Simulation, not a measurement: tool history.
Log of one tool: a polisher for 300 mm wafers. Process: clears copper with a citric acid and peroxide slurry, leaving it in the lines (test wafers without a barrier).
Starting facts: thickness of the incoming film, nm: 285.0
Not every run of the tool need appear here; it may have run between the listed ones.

run  hour  flow of slurry (ml/min)  pressure of the wafer on the pad (psi)  speed of the pad under the wafer (m/s)  abrasive content of the slurry  overpolish time after the end point (s)  time until the end point was called (s)  dishing of a wide line in a test structure (nm)
  1   0.0                      275                                     2.8                                    0.90                             1.0                                       15                                   181.29                                           14.620
  2   3.6                      230                                     2.8                                    0.90                             1.0                                       15                                   186.02                                           13.969
  3   9.8                      230                                     2.7                                    0.90                             1.0                                       16                                   191.53                                           14.619
  4  13.8                      230                                     2.7                                    0.90                             1.0                                       21                                   191.96                                           18.591
  5  19.2                      230                                     2.6                                    0.90                             1.0                                       21                                   197.42                                           18.005
  6  21.9                      230                                     2.5                                    0.90                             1.0                                       21                                   203.28                                           17.527
  7  23.8                      230                                     2.4                                    0.90                             1.0                                       21                                   209.33                                           17.778

Run 8 comes next. What will it give?
  8  30.4                      230                                     2.3                                    0.90                             1.0                                       21                                        ?                                                ?

Run 8 yielded time until the end point was called (s) 216.65, dishing of a wide line in a test structure (nm) 16.469.

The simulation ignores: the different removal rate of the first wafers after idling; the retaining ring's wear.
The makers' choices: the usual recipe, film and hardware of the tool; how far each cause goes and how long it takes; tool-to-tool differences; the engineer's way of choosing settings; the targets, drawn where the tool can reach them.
